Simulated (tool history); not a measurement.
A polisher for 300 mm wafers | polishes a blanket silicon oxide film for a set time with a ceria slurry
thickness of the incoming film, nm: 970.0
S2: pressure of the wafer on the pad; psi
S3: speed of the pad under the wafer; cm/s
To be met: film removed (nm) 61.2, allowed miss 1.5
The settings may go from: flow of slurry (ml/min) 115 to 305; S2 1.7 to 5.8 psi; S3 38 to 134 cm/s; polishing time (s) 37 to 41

run 1 hour=0 | flow_of_slurry_(ml/min)=195 S2=3.7 S3=86 polishing_time_(s)=41 | film_removed_(nm)=197.71
run 2 hour=7.9 | flow_of_slurry_(ml/min)=195 S2=3.7 S3=66 polishing_time_(s)=41 | film_removed_(nm)=153.96
run 3 hour=12.4 | flow_of_slurry_(ml/min)=190 S2=3.3 S3=60 polishing_time_(s)=41 | film_removed_(nm)=123.23
run 4 hour=19.8 | flow_of_slurry_(ml/min)=185 S2=3 S3=58 polishing_time_(s)=41 | film_removed_(nm)=109.27
run 5 hour=21.9 | flow_of_slurry_(ml/min)=180 S2=2.8 S3=56 polishing_time_(s)=41 | film_removed_(nm)=98.802
run 6 hour=24 | flow_of_slurry_(ml/min)=180 S2=2.5 S3=56 polishing_time_(s)=41 | film_removed_(nm)=88.929
run 7 hour=32.3 | flow_of_slurry_(ml/min)=175 S2=2.4 S3=54 polishing_time_(s)=41 | film_removed_(nm)=81.398
run 8 hour=33.8 | flow_of_slurry_(ml/min)=125 S2=1.7 S3=52 polishing_time_(s)=41 | film_removed_(nm)=53.694
run 9 hour=41.8 | flow_of_slurry_(ml/min)=135 S2=1.7 S3=52 polishing_time_(s)=41 | film_removed_(nm)=54.726
run 10 hour=42.6 | flow_of_slurry_(ml/min)=140 S2=1.7 S3=52 polishing_time_(s)=41 | film_removed_(nm)=54.878
run 11 hour=45.3 | flow_of_slurry_(ml/min)=145 S2=1.7 S3=52 polishing_time_(s)=41 | film_removed_(nm)=55.402
run 12 hour=48.2 | flow_of_slurry_(ml/min)=150 S2=1.7 S3=52 polishing_time_(s)=41 | film_removed_(nm)=55.518
run 13 hour=56.4 | flow_of_slurry_(ml/min)=160 S2=1.7 S3=52 polishing_time_(s)=41 | film_removed_(nm)=56.585
run 14 hour=61.7 | flow_of_slurry_(ml/min)=165 S2=1.7 S3=52 polishing_time_(s)=41 | film_removed_(nm)=56.392
run 15 hour=65.5 | flow_of_slurry_(ml/min)=175 S2=1.7 S3=52 polishing_time_(s)=41 | film_removed_(nm)=57.185
run 16 hour=71.9 | flow_of_slurry_(ml/min)=180 S2=1.7 S3=52 polishing_time_(s)=41 | film_removed_(nm)=56.67
run 17 hour=77.2 | flow_of_slurry_(ml/min)=185 S2=1.7 S3=52 polishing_time_(s)=41 | film_removed_(nm)=57.879
run 18 hour=83.8 | flow_of_slurry_(ml/min)=190 S2=1.7 S3=52 polishing_time_(s)=41 | film_removed_(nm)=58.139
run 19 hour=85.7 | flow_of_slurry_(ml/min)=195 S2=1.7 S3=52 polishing_time_(s)=41 | film_removed_(nm)=57.442
run 20 hour=88.6 | flow_of_slurry_(ml/min)=200 S2=1.7 S3=52 polishing_time_(s)=41 | film_removed_(nm)=58.413
run 21 hour=94.1 | flow_of_slurry_(ml/min)=205 S2=1.7 S3=52 polishing_time_(s)=41 | film_removed_(nm)=58.95
run 22 hour=101.7 | flow_of_slurry_(ml/min)=210 S2=1.7 S3=52 polishing_time_(s)=41 | film_removed_(nm)=58.166
run 23 hour=106.9 | flow_of_slurry_(ml/min)=215 S2=1.7 S3=52 polishing_time_(s)=41 | film_removed_(nm)=58.871
run 24 hour=114.1 | flow_of_slurry_(ml/min)=220 S2=1.7 S3=52 polishing_time_(s)=41 | film_removed_(nm)=58.21
-- hour=116.6 head pressure recalibrated
run 25 hour=116.6 | flow_of_slurry_(ml/min)=225 S2=1.8 S3=52 polishing_time_(s)=41 | film_removed_(nm)=57.036
run 26 hour=123.5 | flow_of_slurry_(ml/min)=220 S2=1.8 S3=52 polishing_time_(s)=41 | film_removed_(nm)=55.84
run 27 hour=131.8 | flow_of_slurry_(ml/min)=275 S2=2 S3=52 polishing_time_(s)=41 | film_removed_(nm)=64.074

Which of these 5 next moves meets every target?
run A hour=140.1 | flow_of_slurry_(ml/min)=275 S2=2.3 S3=52 polishing_time_(s)=37 | film_removed_(nm)=?
run B hour=140.1 | flow_of_slurry_(ml/min)=275 S2=2.3 S3=48 polishing_time_(s)=40 | film_removed_(nm)=?
run C hour=140.1 | flow_of_slurry_(ml/min)=290 S2=2.5 S3=44 polishing_time_(s)=37 | film_removed_(nm)=?
run D hour=140.1 | flow_of_slurry_(ml/min)=275 S2=2 S3=58 polishing_time_(s)=39 | film_removed_(nm)=?
run E hour=140.1 | flow_of_slurry_(ml/min)=275 S2=1.9 S3=58 polishing_time_(s)=39 | film_removed_(nm)=?

move=A film_removed_(nm)=65.784
move=B film_removed_(nm)=65.914
move=C film_removed_(nm)=61.109
move=D film_removed_(nm)=67.39
move=E film_removed_(nm)=64.203
A: further off than the last run
B: further off than the last run
C: meets every target
D: further off than the last run
E: as far off as the last run
Move C is the one to make.

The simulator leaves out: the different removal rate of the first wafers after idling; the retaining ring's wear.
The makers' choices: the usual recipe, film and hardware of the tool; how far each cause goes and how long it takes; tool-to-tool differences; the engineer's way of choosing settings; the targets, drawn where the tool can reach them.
